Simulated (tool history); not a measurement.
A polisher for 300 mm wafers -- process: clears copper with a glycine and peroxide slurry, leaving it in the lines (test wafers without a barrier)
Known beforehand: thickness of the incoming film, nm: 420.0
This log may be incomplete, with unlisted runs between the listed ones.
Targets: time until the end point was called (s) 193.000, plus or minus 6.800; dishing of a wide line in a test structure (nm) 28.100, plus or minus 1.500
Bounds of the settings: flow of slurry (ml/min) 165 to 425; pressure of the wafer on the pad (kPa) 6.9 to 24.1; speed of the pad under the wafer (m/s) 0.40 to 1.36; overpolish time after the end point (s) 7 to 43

run  hour  flow of slurry (ml/min)  pressure of the wafer on the pad (kPa)  speed of the pad under the wafer (m/s)  overpolish time after the end point (s)  time until the end point was called (s)  dishing of a wide line in a test structure (nm)
  1   0.0                      275                                    15.2                                    0.88                                       22                                   95.857                                           26.441
  2   6.5                      275                                    15.2                                    0.88                                       13                                   93.952                                           23.096
  3   9.7                      275                                    15.2                                    0.88                                        8                                   96.078                                           17.913
  4  11.0                      270                                    12.4                                    0.76                                       13                                  122.780                                           20.700
  5  14.9                      270                                    12.4                                    0.76                                       19                                  121.670                                           23.901
  6  19.7                      270                                    12.4                                    0.60                                       19                                  142.690                                           23.360
  7  23.3                      270                                    10.3                                    0.58                                       23                                  166.380                                           24.435
  8  30.7                      270                                     9.7                                    0.58                                       26                                  171.290                                           25.296
  9  38.7                      270                                     9.0                                    0.58                                       29                                  178.140                                           26.353
 10  46.0                      270                                     8.3                                    0.58                                       31                                  185.410                                           26.501

Consider the 4 candidate settings below. Which is the only one whose results all fall within their allowed miss of target?
  A  53.3                      260                                    11.0                                    0.42                                       43                                        ?                                                ?
  B  53.3                      220                                     8.3                                    0.56                                       36                                        ?                                                ?
  C  53.3                      260                                     8.3                                    0.64                                       37                                        ?                                                ?
  D  53.3                      285                                     8.3                                    0.62                                       37                                        ?                                                ?

move  time until the end point was called (s)  dishing of a wide line in a test structure (nm)
   A                                  189.360                                           30.295
   B                                  192.510                                           27.777
   C                                  176.000                                           28.040
   D                                  177.700                                           28.139
A: brings the result that was furthest off to its target, and leaves another outside
B: all results in spec
C: misses by more than the last run did
D: misses by more than the last run did
Correct choice: B, which meets every target
